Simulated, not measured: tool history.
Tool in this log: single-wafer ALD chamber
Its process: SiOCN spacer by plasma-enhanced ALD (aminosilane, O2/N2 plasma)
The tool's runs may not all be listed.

run  hour  heater temperature setpoint (deg C)  number of ALD cycles (cycles)  mean film thickness on the monitor wafer (nm)
  1     0                                  380                             53                                         3.1547
  2   1.5                                  376                             53                                         3.1829
  3     8                                  375                             55                                         3.2859
  4  10.7                                  375                             57                                         3.4126
  5  13.1                                  383                             57                                         3.3825
  6  14.9                                  383                             50                                         2.9717

Estimate the outcome of run 7 from the log above:
     23.8  -- thermocouple changed; heater temperature recalibrated
  7  23.8                                  383                             58                                              ?

mean film thickness on the monitor wafer (nm): 3.4658
